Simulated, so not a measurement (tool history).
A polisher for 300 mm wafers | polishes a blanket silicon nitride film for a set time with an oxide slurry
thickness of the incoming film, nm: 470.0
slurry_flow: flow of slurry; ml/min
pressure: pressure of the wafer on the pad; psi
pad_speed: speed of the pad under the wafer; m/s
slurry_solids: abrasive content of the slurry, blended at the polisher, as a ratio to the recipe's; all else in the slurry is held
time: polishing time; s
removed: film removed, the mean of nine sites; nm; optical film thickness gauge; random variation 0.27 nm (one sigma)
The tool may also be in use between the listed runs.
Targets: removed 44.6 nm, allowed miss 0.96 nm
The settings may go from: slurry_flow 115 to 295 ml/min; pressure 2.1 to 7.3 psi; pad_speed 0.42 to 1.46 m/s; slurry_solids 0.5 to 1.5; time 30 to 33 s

Run 1, day 0: slurry_flow 190 ml/min, pressure 4.7 psi, pad_speed 0.94 m/s, slurry_solids 1, time 33 s. Result: removed 30.699 nm.
Run 2, day 0.088: slurry_flow 160 ml/min, pressure 4.7 psi, pad_speed 0.94 m/s, slurry_solids 1, time 33 s. Result: removed 30.43 nm.
Run 3, day 0.192: slurry_flow 160 ml/min, pressure 5.2 psi, pad_speed 0.94 m/s, slurry_solids 1, time 33 s. Result: removed 33.314 nm.
Run 4, day 0.321: slurry_flow 160 ml/min, pressure 5.2 psi, pad_speed 0.78 m/s, slurry_solids 1, time 33 s. Result: removed 29.567 nm.
Run 5, day 0.404: slurry_flow 165 ml/min, pressure 5.7 psi, pad_speed 0.78 m/s, slurry_solids 1, time 33 s. Result: removed 32.701 nm.
Run 6, day 0.708: slurry_flow 190 ml/min, pressure 5.7 psi, pad_speed 0.78 m/s, slurry_solids 1, time 33 s. Result: removed 33.012 nm.
Run 7, day 0.908: slurry_flow 190 ml/min, pressure 5.7 psi, pad_speed 0.78 m/s, slurry_solids 1, time 33 s. Result: removed 32.914 nm.
Run 8, day 1.083: slurry_flow 190 ml/min, pressure 6.1 psi, pad_speed 0.78 m/s, slurry_solids 1, time 33 s. Result: removed 35.111 nm.
Run 9, day 1.325: slurry_flow 190 ml/min, pressure 6.4 psi, pad_speed 0.78 m/s, slurry_solids 1, time 33 s. Result: removed 37.105 nm.
Run 10, day 1.604: slurry_flow 190 ml/min, pressure 6.6 psi, pad_speed 0.78 m/s, slurry_solids 1, time 33 s. Result: removed 38.117 nm.
Run 11, day 1.875: slurry_flow 195 ml/min, pressure 6.8 psi, pad_speed 0.8 m/s, slurry_solids 1, time 33 s. Result: removed 39.901 nm.
Run 12, day 2.212: slurry_flow 195 ml/min, pressure 6.9 psi, pad_speed 0.82 m/s, slurry_solids 1, time 33 s. Result: removed 41.496 nm.
Run 13, day 2.275: slurry_flow 195 ml/min, pressure 7 psi, pad_speed 0.82 m/s, slurry_solids 1, time 33 s. Result: removed 42.032 nm.
Run 14, day 2.55: slurry_flow 195 ml/min, pressure 7.1 psi, pad_speed 0.82 m/s, slurry_solids 1, time 33 s. Result: removed 42.911 nm.

4 next moves are on the table. One of them brings every result within its allowed miss. Which?
Run A, day 2.825: slurry_flow 220 ml/min, pressure 7.1 psi, pad_speed 0.86 m/s, slurry_solids 1.05, time 31 s. Result: removed ?.
Run B, day 2.825: slurry_flow 235 ml/min, pressure 7.3 psi, pad_speed 0.72 m/s, slurry_solids 1.45, time 30 s. Result: removed ?.
Run C, day 2.825: slurry_flow 185 ml/min, pressure 7 psi, pad_speed 0.9 m/s, slurry_solids 1, time 31 s. Result: removed ?.
Run D, day 2.825: slurry_flow 190 ml/min, pressure 6.8 psi, pad_speed 0.84 m/s, slurry_solids 1.1, time 32 s. Result: removed ?.

move  removed
   A   42.577
   B   43.994
   C   41.388
   D   41.832
A: further off than the last run
B: meets every target
C: further off than the last run
D: further off than the last run
The right move is B.
